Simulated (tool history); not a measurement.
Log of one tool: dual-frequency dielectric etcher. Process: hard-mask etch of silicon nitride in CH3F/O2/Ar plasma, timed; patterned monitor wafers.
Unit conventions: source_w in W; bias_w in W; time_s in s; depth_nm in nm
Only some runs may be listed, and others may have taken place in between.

run  hour  source_w  bias_w  time_s  depth_nm
  1     0       330      99   209.5    149.18
  2   0.6       330      99   209.5    148.94
  3   5.5       330      99     219    156.44
  4  11.6       300      97     219    150.38
  5  20.2       350      97     219    156.76
  6  21.8       330      93   218.5    151.37

Run 7 is up next; what results do you expect?
  7    29       310      91   218.5         ?

depth_nm: 147.81 nm
